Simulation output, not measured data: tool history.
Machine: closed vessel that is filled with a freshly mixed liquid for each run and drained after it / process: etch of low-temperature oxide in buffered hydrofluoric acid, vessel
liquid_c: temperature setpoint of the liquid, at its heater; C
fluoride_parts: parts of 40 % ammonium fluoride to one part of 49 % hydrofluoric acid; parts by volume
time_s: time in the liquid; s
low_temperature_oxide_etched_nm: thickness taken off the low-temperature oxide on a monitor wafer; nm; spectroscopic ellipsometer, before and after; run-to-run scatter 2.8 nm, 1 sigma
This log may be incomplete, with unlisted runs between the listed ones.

| run | hour | liquid_c | fluoride_parts | time_s | low_temperature_oxide_etched_nm |
|---|---|---|---|---|---|
| 1 | 0.0 | 24.0 | 12 | 90 | 243.93 |
| 2 | 4.2 | 24.0 | 12 | 90 | 247.11 |
| 3 | 10.7 | 25.5 | 12 | 90 | 262.50 |
| 4 | 14.3 | 27.5 | 12 | 90 | 297.09 |
| 5 | 17.5 | 28.0 | 12 | 90 | 301.44 |
| 6 | 21.7 | 28.0 | 10 | 90 | 359.44 |

Run 7, settings as shown, results not yet in. Your forecast:
| 7 | 27.5 | 27.5 | 10 | 90 | ? |

{"run 7": {"low_temperature_oxide_etched_nm": 349.21}}

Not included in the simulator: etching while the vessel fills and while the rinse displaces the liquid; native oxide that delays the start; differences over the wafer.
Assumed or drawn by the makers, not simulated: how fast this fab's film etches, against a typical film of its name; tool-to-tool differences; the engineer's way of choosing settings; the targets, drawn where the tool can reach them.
